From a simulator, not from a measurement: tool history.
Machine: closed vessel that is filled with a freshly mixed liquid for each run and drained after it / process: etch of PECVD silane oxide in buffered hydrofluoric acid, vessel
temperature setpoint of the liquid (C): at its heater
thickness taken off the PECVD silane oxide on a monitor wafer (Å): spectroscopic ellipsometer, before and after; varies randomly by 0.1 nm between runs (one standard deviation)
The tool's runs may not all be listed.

run	hour	temperature setpoint of the liquid (C)	parts of 40 % ammonium fluoride to one part of 49 % hydrofluoric acid (parts by volume)	time in the liquid (s)	thickness taken off the PECVD silane oxide on a monitor wafer (Å)
1	0	23	11.5	30	483.63
2	1.9	22.5	11.5	30	472.99
3	7.4	22.5	14	30	386.92
4	16.5	22.5	14	30	389.38
5	22.9	22.5	14	30	390.67
6	26.3	22.5	11.5	30	473.36
7	31.5	22.5	11.5	30	470.81
8	37.1	22	11.5	30	457.89
9	40.9	22	11.5	30	457.38
10	43.4	21.5	11.5	30	443.97
11	50.9	21	11.5	30	434.82
12	59.8	20.5	11.5	30	422
13	60.9	20	11.5	30	409.89
14	63.6	19.5	11.5	30	399.25
15	67	19	11.5	30	387.41
16	74.6	18	12	30	352.03

Run 17, settings as shown, results not yet in. Your forecast:
17	82.6	17.5	12	30	?

thickness taken off the PECVD silane oxide on a monitor wafer (Å): 341.45
